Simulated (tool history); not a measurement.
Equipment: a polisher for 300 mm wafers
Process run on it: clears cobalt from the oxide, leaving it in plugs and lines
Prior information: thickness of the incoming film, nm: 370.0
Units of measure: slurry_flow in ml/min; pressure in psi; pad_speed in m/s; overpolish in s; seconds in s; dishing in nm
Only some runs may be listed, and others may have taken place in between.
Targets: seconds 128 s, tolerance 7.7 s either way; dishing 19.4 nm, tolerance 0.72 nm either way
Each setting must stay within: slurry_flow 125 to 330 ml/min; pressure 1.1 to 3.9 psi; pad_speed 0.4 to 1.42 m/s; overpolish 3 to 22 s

run,hour,slurry_flow,pressure,pad_speed,overpolish,seconds,dishing
1,0,210,2.5,0.9,11,76.886,22.8
2,3.7,210,2.5,0.9,15,75.608,23.418
3,6.5,260,2.5,0.9,15,73.4,24.047
4,12.8,260,2.3,0.9,15,80.721,24.074
5,16.9,260,2.3,1.02,15,70.719,24.058
6,24.9,295,2.3,1.02,15,68.963,23.876
7,28.2,295,2.1,1,14,77.082,23.271
8,30.8,295,2,0.98,13,85.043,22.699
9,34,295,1.9,0.98,12,87.534,22.288
10,41.2,295,1.8,0.98,11,92.831,22.088
11,43.6,295,1.7,0.98,10,96.759,20.826
12,50.3,295,1.6,0.98,10,102.8,20.58
13,59.2,295,1.5,0.98,10,109.42,19.662
14,63.1,295,1.5,0.98,11,106.28,20.59
15,67.6,295,1.4,0.98,11,114.7,20.607

Of the 5 settings listed for the next run, only one would bring every result within its allowed miss of target. Which one?
A,72.1,330,1.2,0.96,15,?,?
B,72.1,265,1.4,0.84,19,?,?
C,72.1,285,1.6,0.98,13,?,?
D,72.1,265,1.7,0.96,14,?,?
E,72.1,275,1.4,0.88,11,?,?

move,seconds,dishing
A,131.85,21.7
B,133.25,23.068
C,100.77,22.414
D,97.93,22.969
E,126.89,19.591
A: gets the furthest-off result to its target, but another result is out of tolerance
B: gets the furthest-off result to its target, but another result is out of tolerance
C: moves away from the targets compared with the last run
D: moves away from the targets compared with the last run
E: all results in spec
E meets every target.
